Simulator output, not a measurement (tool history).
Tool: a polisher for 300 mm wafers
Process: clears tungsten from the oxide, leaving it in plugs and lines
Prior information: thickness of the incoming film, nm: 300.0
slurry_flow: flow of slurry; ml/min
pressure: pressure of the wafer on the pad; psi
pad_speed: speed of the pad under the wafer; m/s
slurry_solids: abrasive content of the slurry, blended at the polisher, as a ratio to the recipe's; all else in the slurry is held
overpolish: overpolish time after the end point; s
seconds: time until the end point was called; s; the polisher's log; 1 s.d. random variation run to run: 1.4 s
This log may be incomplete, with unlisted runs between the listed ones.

Run 1, hour 0: slurry_flow 190 ml/min, pressure 4.3 psi, pad_speed 1.02 m/s, slurry_solids 1, overpolish 25 s. Result: seconds 52.729 s.
Run 2, hour 7.1: slurry_flow 170 ml/min, pressure 4.3 psi, pad_speed 1.02 m/s, slurry_solids 1, overpolish 25 s. Result: seconds 54.099 s.
Run 3, hour 14.2: slurry_flow 170 ml/min, pressure 4.3 psi, pad_speed 1.02 m/s, slurry_solids 1.1, overpolish 25 s. Result: seconds 52.908 s.
Run 4, hour 16.4: slurry_flow 170 ml/min, pressure 3.9 psi, pad_speed 1 m/s, slurry_solids 1.1, overpolish 25 s. Result: seconds 56.6 s.
Run 5, hour 25: slurry_flow 170 ml/min, pressure 3.9 psi, pad_speed 1 m/s, slurry_solids 0.9, overpolish 25 s. Result: seconds 60.625 s.
Run 6, hour 31.7: slurry_flow 170 ml/min, pressure 3.9 psi, pad_speed 1 m/s, slurry_solids 1, overpolish 25 s. Result: seconds 59.934 s.
Run 7, hour 36.9: slurry_flow 170 ml/min, pressure 3.5 psi, pad_speed 0.98 m/s, slurry_solids 1, overpolish 25 s. Result: seconds 65.449 s.

What will run 8 give?
Run 8, hour 45.1: slurry_flow 170 ml/min, pressure 3.2 psi, pad_speed 0.98 m/s, slurry_solids 1, overpolish 25 s. Result: seconds ?.

{"run 8": {"seconds": 68.927}}
